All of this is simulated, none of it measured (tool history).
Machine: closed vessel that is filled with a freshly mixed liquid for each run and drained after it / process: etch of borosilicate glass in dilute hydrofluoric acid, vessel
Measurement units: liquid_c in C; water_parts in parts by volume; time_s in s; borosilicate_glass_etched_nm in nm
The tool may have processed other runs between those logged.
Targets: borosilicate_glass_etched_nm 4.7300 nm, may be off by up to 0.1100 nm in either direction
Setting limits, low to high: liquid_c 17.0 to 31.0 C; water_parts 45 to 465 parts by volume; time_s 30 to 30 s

| run | hour | liquid_c | water_parts | time_s | borosilicate_glass_etched_nm |
|---|---|---|---|---|---|
| 1 | 0.0 | 23.0 | 255 | 30 | 2.5541 |
| 2 | 7.6 | 25.0 | 240 | 30 | 2.9413 |
| 3 | 14.6 | 25.0 | 240 | 30 | 2.9411 |
| 4 | 18.0 | 25.0 | 195 | 30 | 3.8336 |
| 5 | 23.9 | 25.0 | 115 | 30 | 7.0656 |
| 6 | 30.2 | 23.0 | 115 | 30 | 6.5521 |
| 7 | 36.9 | 19.0 | 145 | 30 | 4.2924 |
| 8 | 42.3 | 19.5 | 145 | 30 | 4.3397 |
| 9 | 50.5 | 20.0 | 145 | 30 | 4.4499 |
| 10 | 55.0 | 20.5 | 145 | 30 | 4.5418 |
| 11 | 57.8 | 20.5 | 145 | 30 | 4.5501 |

Next run, 4 choices. One meets every target within its allowed miss, the rest don't. Which?
| A | 60.6 | 23.5 | 155 | 30 | ? |
| B | 60.6 | 21.0 | 150 | 30 | ? |
| C | 60.6 | 20.0 | 145 | 30 | ? |
| D | 60.6 | 18.0 | 135 | 30 | ? |

| move | borosilicate_glass_etched_nm |
|---|---|
| A | 4.7360 |
| B | 4.4653 |
| C | 4.4632 |
| D | 4.4672 |
A: meets every target
B: the biggest miss grows against the last run
C: the biggest miss grows against the last run
D: the biggest miss grows against the last run
Answer: A
